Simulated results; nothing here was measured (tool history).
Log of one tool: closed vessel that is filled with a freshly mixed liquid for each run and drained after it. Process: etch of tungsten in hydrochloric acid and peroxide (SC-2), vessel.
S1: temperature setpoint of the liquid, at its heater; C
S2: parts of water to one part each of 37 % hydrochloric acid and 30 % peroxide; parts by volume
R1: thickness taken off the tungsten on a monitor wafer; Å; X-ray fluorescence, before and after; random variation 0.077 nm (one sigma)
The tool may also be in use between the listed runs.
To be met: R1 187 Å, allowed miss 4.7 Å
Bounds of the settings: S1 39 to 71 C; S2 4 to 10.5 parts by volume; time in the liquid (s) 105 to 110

Run 1, day 0: S1 55 C, S2 5.5 parts by volume, time in the liquid (s) 105. Result: R1 575.95 Å.
Run 2, day 0.246: S1 49.5 C, S2 5.5 parts by volume, time in the liquid (s) 105. Result: R1 402.98 Å.
Run 3, day 0.312: S1 46 C, S2 5.5 parts by volume, time in the liquid (s) 105. Result: R1 315.82 Å.
Run 4, day 0.588: S1 43.5 C, S2 5.5 parts by volume, time in the liquid (s) 105. Result: R1 267.67 Å.
Run 5, day 0.638: S1 42 C, S2 5.5 parts by volume, time in the liquid (s) 105. Result: R1 241.78 Å.
Run 6, day 0.8: S1 41 C, S2 5.5 parts by volume, time in the liquid (s) 105. Result: R1 224.38 Å.
Run 7, day 0.867: S1 41 C, S2 5.5 parts by volume, time in the liquid (s) 105. Result: R1 223.95 Å.
Run 8, day 1.05: S1 40.5 C, S2 5.5 parts by volume, time in the liquid (s) 105. Result: R1 218.71 Å.
Run 9, day 1.112: S1 40 C, S2 5.5 parts by volume, time in the liquid (s) 105. Result: R1 208.17 Å.
Run 10, day 1.45: S1 39.5 C, S2 5.5 parts by volume, time in the liquid (s) 105. Result: R1 200.28 Å.
Run 11, day 1.575: S1 39 C, S2 5.5 parts by volume, time in the liquid (s) 105. Result: R1 195.31 Å.

Which of these 5 next moves meets every target?
Run A, day 1.7: S1 41 C, S2 6.5 parts by volume, time in the liquid (s) 105. Result: R1 ?.
Run B, day 1.7: S1 39.5 C, S2 5.5 parts by volume, time in the liquid (s) 105. Result: R1 ?.
Run C, day 1.7: S1 39.5 C, S2 6 parts by volume, time in the liquid (s) 110. Result: R1 ?.
Run D, day 1.7: S1 40 C, S2 6 parts by volume, time in the liquid (s) 110. Result: R1 ?.
Run E, day 1.7: S1 39.5 C, S2 6 parts by volume, time in the liquid (s) 105. Result: R1 ?.

move      R1
   A  198.09
   B  201.86
   C  198.25
   D  205.43
   E  189.24
A: further off than the last run
B: further off than the last run
C: further off than the last run
D: further off than the last run
E: meets every target
Move E is the one to make.

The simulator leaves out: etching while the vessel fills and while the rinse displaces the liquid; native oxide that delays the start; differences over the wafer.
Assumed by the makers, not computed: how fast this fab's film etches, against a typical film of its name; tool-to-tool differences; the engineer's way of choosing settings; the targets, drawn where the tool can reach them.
